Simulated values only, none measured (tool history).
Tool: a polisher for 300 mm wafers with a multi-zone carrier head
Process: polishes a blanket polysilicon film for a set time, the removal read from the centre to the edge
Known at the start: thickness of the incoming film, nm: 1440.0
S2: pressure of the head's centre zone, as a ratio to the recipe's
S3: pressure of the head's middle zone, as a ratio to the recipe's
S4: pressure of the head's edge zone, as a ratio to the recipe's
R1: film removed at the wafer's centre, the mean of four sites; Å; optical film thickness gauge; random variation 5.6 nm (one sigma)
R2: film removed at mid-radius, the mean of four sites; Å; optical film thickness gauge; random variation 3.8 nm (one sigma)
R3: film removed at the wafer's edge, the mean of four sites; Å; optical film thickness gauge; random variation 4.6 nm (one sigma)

run 1 day=0 | flow_of_slurry_(ml/min)=210 S2=1 S3=1 S4=1 polishing_time_(s)=66 | R1=4715.5 R2=4824.9 R3=4813
run 2 day=0.096 | flow_of_slurry_(ml/min)=210 S2=1.01 S3=0.99 S4=0.97 polishing_time_(s)=62 | R1=4544.1 R2=4580.8 R3=4346.4
run 3 day=0.167 | flow_of_slurry_(ml/min)=205 S2=1 S3=0.95 S4=0.95 polishing_time_(s)=60 | R1=4378.8 R2=4187.5 R3=4144.4
run 4 day=0.279 | flow_of_slurry_(ml/min)=205 S2=1 S3=0.95 S4=0.87 polishing_time_(s)=60 | R1=4272 R2=4201.2 R3=4000.5
run 5 day=0.317 | flow_of_slurry_(ml/min)=205 S2=1 S3=0.95 S4=0.87 polishing_time_(s)=68 | R1=4970.1 R2=4703.9 R3=4583.1
run 6 day=0.567 | flow_of_slurry_(ml/min)=205 S2=0.95 S3=0.95 S4=0.87 polishing_time_(s)=68 | R1=4684.4 R2=4866.3 R3=4551.9
run 7 day=0.833 | flow_of_slurry_(ml/min)=200 S2=0.96 S3=0.93 S4=0.86 polishing_time_(s)=65 | R1=4386.2 R2=4410.7 R3=4266.6
run 8 day=0.883 | flow_of_slurry_(ml/min)=200 S2=0.97 S3=0.92 S4=0.85 polishing_time_(s)=63 | R1=4418.8 R2=4218.4 R3=4178.7

Forecast run 9:
run 9 day=1.117 | flow_of_slurry_(ml/min)=200 S2=0.98 S3=0.92 S4=0.84 polishing_time_(s)=61 | R1=? R2=? R3=?

R1: 4277.4 Å
R2: 4079.9 Å
R3: 3941.9 Å
